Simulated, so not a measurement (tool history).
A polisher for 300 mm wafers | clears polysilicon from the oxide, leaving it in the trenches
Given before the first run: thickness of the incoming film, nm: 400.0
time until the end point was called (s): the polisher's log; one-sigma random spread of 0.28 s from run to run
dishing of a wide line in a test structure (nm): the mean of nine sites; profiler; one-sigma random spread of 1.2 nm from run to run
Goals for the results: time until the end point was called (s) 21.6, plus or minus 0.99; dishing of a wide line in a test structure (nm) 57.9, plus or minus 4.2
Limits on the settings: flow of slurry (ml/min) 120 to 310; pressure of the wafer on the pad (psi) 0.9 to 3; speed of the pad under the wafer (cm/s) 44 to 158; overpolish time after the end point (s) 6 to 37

run	hour	flow of slurry (ml/min)	pressure of the wafer on the pad (psi)	speed of the pad under the wafer (cm/s)	overpolish time after the end point (s)	time until the end point was called (s)	dishing of a wide line in a test structure (nm)
1	0	200	1.9	100	19	35.852	71.225
2	4.9	200	2	100	17	33.87	70.955
3	7.7	200	2.1	102	15	31.498	69.199
4	14.5	200	2.1	84	15	38.341	67.155
5	19.1	205	2.2	86	14	35.664	66.397
6	28	205	2.4	86	14	32.509	68.781
7	31.5	220	2.5	88	13	30.671	67.898
8	35.9	235	2.6	90	12	28.227	64.999
9	42.1	245	2.7	92	11	27.125	68.8
10	44.9	225	2.7	92	10	27.045	65.052
11	45.7	210	2.7	94	9	26.977	64.48
12	54.6	195	2.7	96	9	26.31	64.411
13	55.8	185	2.7	98	9	26.32	63.615
14	63.4	175	2.7	100	9	25.967	64.192
15	67	165	2.7	102	9	25.689	62.878
16	75.3	160	2.7	104	9	24.164	64.789
17	83.6	155	2.7	104	9	24.266	63.531
18	85.5	150	2.7	104	9	24.881	63.187
19	86	145	2.7	104	9	25.468	63.145
# hour 91.2: head pressure recalibrated
20	91.2	140	2.7	104	9	22.974	65.799
21	97.3	195	3	112	6	18.473	62.239

5 candidate next runs follow, results not yet known. Just one meets every target within its allowed miss. Identify it.
A	103.4	210	3	98	11	?	?
B	103.4	175	2.8	140	6	?	?
C	103.4	195	2.7	104	9	?	?
D	103.4	210	3	120	6	?	?
E	103.4	205	2.8	104	6	?	?

move	time until the end point was called (s)	dishing of a wide line in a test structure (nm)
A	21.218	68.456
B	16.345	62.422
C	22.374	64.267
D	17.426	61.037
E	21.482	56.061
A: the furthest-off result lands on target, but another misses its tolerance
B: the biggest miss grows against the last run
C: the furthest-off result lands on target, but another misses its tolerance
D: the biggest miss grows against the last run
E: every result within its allowed miss
The right move is E.

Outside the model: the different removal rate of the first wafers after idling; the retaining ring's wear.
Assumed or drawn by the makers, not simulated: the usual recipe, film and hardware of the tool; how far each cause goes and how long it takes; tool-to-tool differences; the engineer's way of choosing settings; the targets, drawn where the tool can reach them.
